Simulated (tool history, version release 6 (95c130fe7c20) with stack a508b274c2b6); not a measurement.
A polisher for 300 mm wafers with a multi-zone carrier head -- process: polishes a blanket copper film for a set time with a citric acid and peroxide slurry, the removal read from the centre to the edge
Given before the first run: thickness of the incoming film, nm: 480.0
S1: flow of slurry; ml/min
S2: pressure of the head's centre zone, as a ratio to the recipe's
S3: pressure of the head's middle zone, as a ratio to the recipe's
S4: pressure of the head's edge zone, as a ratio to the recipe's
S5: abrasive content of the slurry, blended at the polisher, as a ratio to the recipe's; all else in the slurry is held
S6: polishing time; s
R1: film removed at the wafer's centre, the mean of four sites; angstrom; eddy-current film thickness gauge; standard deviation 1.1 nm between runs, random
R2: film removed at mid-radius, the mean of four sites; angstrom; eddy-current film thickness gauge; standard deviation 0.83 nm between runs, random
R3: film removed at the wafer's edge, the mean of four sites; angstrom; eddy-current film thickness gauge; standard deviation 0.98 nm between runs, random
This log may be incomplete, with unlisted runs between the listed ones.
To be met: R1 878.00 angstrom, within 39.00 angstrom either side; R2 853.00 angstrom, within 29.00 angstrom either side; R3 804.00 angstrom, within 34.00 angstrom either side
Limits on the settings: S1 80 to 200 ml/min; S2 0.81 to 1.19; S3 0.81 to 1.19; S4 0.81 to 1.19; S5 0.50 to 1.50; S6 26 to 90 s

Run 1, hour 0.0: S1 130 ml/min, S2 1.00, S3 1.00, S4 1.00, S5 1.00, S6 58 s. Result: R1 1363.30 angstrom, R2 1329.20 angstrom, R3 1360.60 angstrom.
Run 2, hour 8.9: S1 130 ml/min, S2 1.03, S3 1.00, S4 1.00, S5 1.00, S6 58 s. Result: R1 1386.10 angstrom, R2 1372.40 angstrom, R3 1360.50 angstrom.
Run 3, hour 13.3: S1 155 ml/min, S2 1.03, S3 1.00, S4 1.00, S5 1.00, S6 58 s. Result: R1 1482.20 angstrom, R2 1383.60 angstrom, R3 1451.40 angstrom.
Run 4, hour 17.2: S1 175 ml/min, S2 1.03, S3 1.00, S4 1.00, S5 1.00, S6 58 s. Result: R1 1545.50 angstrom, R2 1448.10 angstrom, R3 1431.80 angstrom.
Run 5, hour 23.1: S1 175 ml/min, S2 1.01, S3 0.99, S4 0.96, S5 0.85, S6 51 s. Result: R1 1258.60 angstrom, R2 1248.40 angstrom, R3 1190.00 angstrom.
Run 6, hour 30.8: S1 165 ml/min, S2 1.02, S3 0.95, S4 0.92, S5 0.75, S6 48 s. Result: R1 1127.30 angstrom, R2 1061.90 angstrom, R3 1065.20 angstrom.
Run 7, hour 37.4: S1 160 ml/min, S2 1.03, S3 0.95, S4 0.89, S5 0.70, S6 46 s. Result: R1 1079.40 angstrom, R2 984.62 angstrom, R3 969.23 angstrom.
Run 8, hour 44.9: S1 145 ml/min, S2 1.02, S3 0.96, S4 0.87, S5 0.65, S6 46 s. Result: R1 1027.60 angstrom, R2 961.04 angstrom, R3 951.06 angstrom.
Run 9, hour 51.7: S1 140 ml/min, S2 1.02, S3 0.97, S4 0.85, S5 0.60, S6 45 s. Result: R1 956.88 angstrom, R2 911.54 angstrom, R3 877.30 angstrom.
Run 10, hour 56.8: S1 135 ml/min, S2 1.02, S3 0.98, S4 0.84, S5 0.60, S6 45 s. Result: R1 960.07 angstrom, R2 918.41 angstrom, R3 846.54 angstrom.
Run 11, hour 62.1: S1 125 ml/min, S2 1.01, S3 0.98, S4 0.84, S5 0.60, S6 45 s. Result: R1 914.07 angstrom, R2 893.97 angstrom, R3 846.21 angstrom.
Run 12, hour 70.7: S1 120 ml/min, S2 1.01, S3 0.98, S4 0.83, S5 0.60, S6 45 s. Result: R1 894.21 angstrom, R2 888.99 angstrom, R3 838.49 angstrom.
Run 13, hour 76.6: S1 110 ml/min, S2 1.04, S3 0.97, S4 0.81, S5 0.50, S6 44 s. Result: R1 827.45 angstrom, R2 786.17 angstrom, R3 746.72 angstrom.
Run 14, hour 80.7: S1 115 ml/min, S2 1.03, S3 0.97, S4 0.82, S5 0.50, S6 44 s. Result: R1 824.53 angstrom, R2 797.46 angstrom, R3 777.25 angstrom.
Run 15, hour 84.6: S1 120 ml/min, S2 1.03, S3 0.97, S4 0.82, S5 0.50, S6 44 s. Result: R1 857.58 angstrom, R2 804.89 angstrom, R3 770.85 angstrom.
Run 16, hour 85.8: S1 125 ml/min, S2 1.02, S3 0.97, S4 0.82, S5 0.50, S6 44 s. Result: R1 831.12 angstrom, R2 827.76 angstrom, R3 780.74 angstrom.

Which one of the following 4 next-run settings gets every result inside its allowed miss? There is exactly one.
Run A, hour 87.0: S1 150 ml/min, S2 0.94, S3 0.93, S4 0.82, S5 0.60, S6 39 s. Result: R1 ?, R2 ?, R3 ?.
Run B, hour 87.0: S1 130 ml/min, S2 0.93, S3 0.99, S4 0.83, S5 0.55, S6 42 s. Result: R1 ?, R2 ?, R3 ?.
Run C, hour 87.0: S1 115 ml/min, S2 1.13, S3 0.93, S4 0.82, S5 0.70, S6 40 s. Result: R1 ?, R2 ?, R3 ?.
Run D, hour 87.0: S1 125 ml/min, S2 1.05, S3 1.03, S4 0.87, S5 0.50, S6 44 s. Result: R1 ?, R2 ?, R3 ?.

move      R1      R2      R3
   A  788.36  789.30  766.33
   B  782.50  831.03  787.13
   C  923.03  776.84  775.26
   D  889.22  859.62  812.68
A: moves away from the targets compared with the last run
B: moves away from the targets compared with the last run
C: moves the result that the last run missed by most past its target, out the other side
D: every result within its allowed miss
D is the move that brings every result within its allowed miss.

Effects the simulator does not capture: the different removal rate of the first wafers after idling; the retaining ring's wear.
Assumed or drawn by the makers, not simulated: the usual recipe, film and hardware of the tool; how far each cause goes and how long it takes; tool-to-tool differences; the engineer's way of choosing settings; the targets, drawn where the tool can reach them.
